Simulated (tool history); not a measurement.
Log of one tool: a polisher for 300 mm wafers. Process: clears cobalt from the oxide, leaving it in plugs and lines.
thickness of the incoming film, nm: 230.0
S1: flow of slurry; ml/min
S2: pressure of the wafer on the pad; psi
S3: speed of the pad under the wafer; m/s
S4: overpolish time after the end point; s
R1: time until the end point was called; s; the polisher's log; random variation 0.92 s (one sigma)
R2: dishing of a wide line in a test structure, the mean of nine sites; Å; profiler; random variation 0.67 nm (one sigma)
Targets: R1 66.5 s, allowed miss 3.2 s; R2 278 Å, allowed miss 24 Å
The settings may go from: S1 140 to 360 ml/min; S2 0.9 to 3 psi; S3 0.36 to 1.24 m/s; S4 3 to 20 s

| run | day | S1 | S2 | S3 | S4 | R1 | R2 |
|---|---|---|---|---|---|---|---|
| 1 | 0 | 230 | 1.9 | 0.8 | 10 | 48.813 | 349.32 |
| 2 | 0.271 | 230 | 1.7 | 0.8 | 10 | 55.163 | 316.03 |
| 3 | 0.575 | 230 | 1.6 | 0.8 | 10 | 59.16 | 307.71 |
| 4 | 0.75 | 230 | 1.6 | 0.92 | 10 | 51.535 | 328.11 |
| 5 | 0.846 | 275 | 1.6 | 0.92 | 10 | 50.483 | 340.6 |
| 6 | 0.988 | 275 | 1.6 | 1.04 | 10 | 46.376 | 351.55 |
| 7 | 1.333 | 275 | 1.4 | 1.04 | 10 | 52.134 | 330.8 |
| 8 | 1.621 | 275 | 1.3 | 1.04 | 10 | 55.745 | 325.91 |
| 9 | 1.683 | 275 | 1.2 | 1.04 | 10 | 61.067 | 282.44 |

5 next moves are on the table. One of them brings every result within its allowed miss. Which?
| A | 1.746 | 360 | 1.4 | 1.08 | 8 | ? | ? |
| B | 1.746 | 250 | 1.2 | 1.06 | 9 | ? | ? |
| C | 1.746 | 280 | 1.2 | 1.08 | 9 | ? | ? |
| D | 1.746 | 320 | 1 | 1.08 | 14 | ? | ? |
| E | 1.746 | 295 | 1.2 | 0.94 | 10 | ? | ? |

| move | R1 | R2 |
|---|---|---|
| A | 49.579 | 291.88 |
| B | 60.493 | 274.71 |
| C | 58.754 | 280.88 |
| D | 68.976 | 345.26 |
| E | 66.2 | 278.12 |
A: further off than the last run
B: further off than the last run
C: further off than the last run
D: brings the result that was furthest off to its target, and leaves another outside
E: meets every target
Move E is the one to make.
